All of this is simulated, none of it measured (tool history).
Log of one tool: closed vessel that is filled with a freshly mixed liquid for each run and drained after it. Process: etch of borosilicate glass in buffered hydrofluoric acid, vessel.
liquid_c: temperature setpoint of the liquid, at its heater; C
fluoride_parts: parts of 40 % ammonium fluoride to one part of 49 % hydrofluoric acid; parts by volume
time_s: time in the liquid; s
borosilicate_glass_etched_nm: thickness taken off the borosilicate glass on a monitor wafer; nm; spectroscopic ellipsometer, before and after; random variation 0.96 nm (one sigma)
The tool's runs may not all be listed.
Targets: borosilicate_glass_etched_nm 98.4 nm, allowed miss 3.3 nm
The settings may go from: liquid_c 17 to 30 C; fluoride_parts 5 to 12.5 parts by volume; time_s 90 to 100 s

{"run": 1, "hour": 0.0, "liquid_c": 22, "fluoride_parts": 7.5, "time_s": 90, "borosilicate_glass_etched_nm": 122.18}
{"run": 2, "hour": 6.4, "liquid_c": 22, "fluoride_parts": 7.5, "time_s": 100, "borosilicate_glass_etched_nm": 135.76}
{"run": 3, "hour": 14.9, "liquid_c": 20, "fluoride_parts": 7.5, "time_s": 100, "borosilicate_glass_etched_nm": 119.49}
{"run": 4, "hour": 18.0, "liquid_c": 20, "fluoride_parts": 8, "time_s": 100, "borosilicate_glass_etched_nm": 111.06}
{"run": 5, "hour": 24.2, "liquid_c": 19.5, "fluoride_parts": 8, "time_s": 100, "borosilicate_glass_etched_nm": 106.54}
{"run": 6, "hour": 31.7, "liquid_c": 19.5, "fluoride_parts": 6.5, "time_s": 100, "borosilicate_glass_etched_nm": 134.48}
{"run": 7, "hour": 35.8, "liquid_c": 19, "fluoride_parts": 6.5, "time_s": 100, "borosilicate_glass_etched_nm": 128.26}
{"run": 8, "hour": 42.7, "liquid_c": 18.5, "fluoride_parts": 6.5, "time_s": 100, "borosilicate_glass_etched_nm": 125.25}
{"run": 9, "hour": 48.5, "liquid_c": 18, "fluoride_parts": 6.5, "time_s": 100, "borosilicate_glass_etched_nm": 124.59}
{"run": 10, "hour": 51.9, "liquid_c": 17.5, "fluoride_parts": 7, "time_s": 100, "borosilicate_glass_etched_nm": 113.55}

Which of these 5 next moves meets every target?
{"run": "A", "hour": 55.3, "liquid_c": 18, "fluoride_parts": 8, "time_s": 90, "borosilicate_glass_etched_nm": "?"}
{"run": "B", "hour": 55.3, "liquid_c": 17, "fluoride_parts": 5.5, "time_s": 95, "borosilicate_glass_etched_nm": "?"}
{"run": "C", "hour": 55.3, "liquid_c": 17.5, "fluoride_parts": 7.5, "time_s": 90, "borosilicate_glass_etched_nm": "?"}
{"run": "D", "hour": 55.3, "liquid_c": 18.5, "fluoride_parts": 7.5, "time_s": 90, "borosilicate_glass_etched_nm": "?"}
{"run": "E", "hour": 55.3, "liquid_c": 17.5, "fluoride_parts": 8, "time_s": 95, "borosilicate_glass_etched_nm": "?"}

move=A borosilicate_glass_etched_nm=87.752
move=B borosilicate_glass_etched_nm=126.33
move=C borosilicate_glass_etched_nm=91.687
move=D borosilicate_glass_etched_nm=96.888
move=E borosilicate_glass_etched_nm=90.101
A: takes the result that was furthest off past its target
B: further off than the last run
C: takes the result that was furthest off past its target
D: meets every target
E: takes the result that was furthest off past its target
The right move is D.

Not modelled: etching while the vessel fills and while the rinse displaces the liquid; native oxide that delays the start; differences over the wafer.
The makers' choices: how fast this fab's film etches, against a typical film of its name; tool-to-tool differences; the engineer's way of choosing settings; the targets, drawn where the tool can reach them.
